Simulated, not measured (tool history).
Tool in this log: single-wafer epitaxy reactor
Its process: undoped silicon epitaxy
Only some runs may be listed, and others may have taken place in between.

run    day  wafer temperature setpoint (pyrometer-controlled) (K)  deposition time (s)  mean film thickness on the monitor wafer (angstrom)
  1      0                                                 918.15                  508                                               715.09
  2  0.333                                                 925.15                  508                                               839.76
  3  0.467                                                 925.15                  562                                               930.82
  4  0.621                                                 919.15                  561                                               806.72
  5   0.95                                                 914.15                  560                                               719.29
  6  1.238                                                 922.15                  560                                               861.86
  7  1.358                                                 910.15                  556                                               648.78
  8  1.575                                                 907.15                  556                                               601.44
  9  1.717                                                 905.15                  556                                               578.09

Run 10 has not been measured yet. What should we expect?
 10  1.942                                                 903.15                  556                                                    ?

Run 10 came out at mean film thickness on the monitor wafer (angstrom) 550.29.
